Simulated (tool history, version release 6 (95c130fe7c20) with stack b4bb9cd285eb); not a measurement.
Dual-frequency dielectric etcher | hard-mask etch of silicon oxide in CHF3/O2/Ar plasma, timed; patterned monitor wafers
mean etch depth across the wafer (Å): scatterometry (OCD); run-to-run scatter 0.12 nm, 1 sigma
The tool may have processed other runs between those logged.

run	hour	source power (W)	bias power (W)	etch time (s)	mean etch depth across the wafer (Å)
1	0	750	193	17	363.13
2	1.9	730	192	17	359.92
3	9.3	730	192	17	362.2
4	16.3	710	191	17	355.96
5	22.3	710	216	17	363.18
6	25	710	191	17	355.36
7	30.5	700	190	17	356.67

The next listed run, before its measurement:
8	35.7	690	188	17	?

{"run 8": {"mean etch depth across the wafer (Å)": 350.56}}
